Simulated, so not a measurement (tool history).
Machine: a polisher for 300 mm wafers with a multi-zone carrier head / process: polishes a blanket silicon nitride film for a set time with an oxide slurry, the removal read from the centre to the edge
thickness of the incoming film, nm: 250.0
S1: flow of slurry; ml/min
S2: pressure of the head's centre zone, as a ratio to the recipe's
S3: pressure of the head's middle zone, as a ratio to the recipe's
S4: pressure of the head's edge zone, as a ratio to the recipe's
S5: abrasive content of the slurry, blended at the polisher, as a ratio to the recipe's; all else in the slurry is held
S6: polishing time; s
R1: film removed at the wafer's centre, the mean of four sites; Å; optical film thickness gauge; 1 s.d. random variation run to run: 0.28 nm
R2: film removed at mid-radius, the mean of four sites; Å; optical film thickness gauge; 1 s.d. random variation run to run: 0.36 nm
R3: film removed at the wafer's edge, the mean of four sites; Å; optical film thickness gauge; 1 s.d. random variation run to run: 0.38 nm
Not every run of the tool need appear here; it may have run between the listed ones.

| run | hour | S1 | S2 | S3 | S4 | S5 | S6 | R1 | R2 | R3 |
|---|---|---|---|---|---|---|---|---|---|---|
| 1 | 0 | 135 | 1 | 1 | 1 | 1 | 85 | 581.29 | 592.83 | 582.68 |
| 2 | 1.9 | 155 | 1 | 1 | 1 | 1 | 85 | 602.68 | 610.27 | 589.12 |
| 3 | 6.8 | 160 | 1 | 0.99 | 0.97 | 0.9 | 76 | 519.1 | 509.5 | 502.15 |
| 4 | 13.9 | 160 | 1 | 1 | 0.94 | 0.8 | 69 | 454.16 | 444.97 | 428.24 |
| 5 | 22.8 | 175 | 1 | 1 | 0.94 | 0.8 | 69 | 456.01 | 453.13 | 445.88 |
| 6 | 30.5 | 160 | 0.99 | 0.99 | 0.91 | 0.75 | 67 | 417.06 | 427.04 | 400.82 |
| 7 | 37.1 | 160 | 0.99 | 0.99 | 0.91 | 0.75 | 67 | 417.18 | 419.99 | 394.46 |
| 8 | 38 | 150 | 0.98 | 0.95 | 0.89 | 0.7 | 67 | 395.46 | 401.89 | 377.18 |
| 9 | 45.9 | 145 | 0.98 | 0.93 | 0.88 | 0.65 | 65 | 373.28 | 360.45 | 356.3 |

Run 10 has not been measured yet. What should we expect?
| 10 | 51 | 135 | 0.98 | 0.93 | 0.86 | 0.6 | 64 | ? | ? | ? |

{"run 10": {"R1": 349.46, "R2": 337.39, "R3": 318.84}}

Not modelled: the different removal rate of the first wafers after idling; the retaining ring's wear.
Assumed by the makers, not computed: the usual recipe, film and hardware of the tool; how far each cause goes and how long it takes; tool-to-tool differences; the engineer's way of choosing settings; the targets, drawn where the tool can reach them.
